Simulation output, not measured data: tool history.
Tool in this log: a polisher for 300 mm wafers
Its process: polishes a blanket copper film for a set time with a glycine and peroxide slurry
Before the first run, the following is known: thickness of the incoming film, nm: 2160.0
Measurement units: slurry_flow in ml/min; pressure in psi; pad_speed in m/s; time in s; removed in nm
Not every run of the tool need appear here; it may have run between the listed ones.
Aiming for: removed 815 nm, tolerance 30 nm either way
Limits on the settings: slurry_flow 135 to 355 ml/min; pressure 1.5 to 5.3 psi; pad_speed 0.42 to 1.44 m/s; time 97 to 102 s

run,day,slurry_flow,pressure,pad_speed,time,removed
1,0,225,3.4,0.92,97,620.3
2,0.2,225,3.4,0.92,102,665.54
3,0.479,225,3.5,0.92,102,674.96
4,0.767,265,3.5,0.92,102,695.87
5,0.908,265,3.6,0.92,102,729.95
6,0.983,265,3.6,0.72,102,580.99
7,1.029,265,3.8,0.72,102,611.07
8,1.288,270,3.9,0.72,102,628.52
9,1.608,275,4.9,0.74,102,787.22
10,1.829,275,4.9,0.74,102,779.62

5 candidate next runs follow, results not yet known. Just one meets every target within its allowed miss. Identify it.
A,2.05,225,4.2,1.02,102,?
B,2.05,275,4.6,0.76,99,?
C,2.05,225,5.3,0.78,98,?
D,2.05,280,4.5,0.74,98,?
E,2.05,260,4.8,0.78,97,?

move,removed
A,855.38
B,724.5
C,796.56
D,690.26
E,745.19
A: carries the result that was furthest off beyond its target, to the other side
B: the biggest miss grows against the last run
C: all results land within tolerance of their targets
D: the biggest miss grows against the last run
E: the biggest miss grows against the last run
The move that meets every target is C.
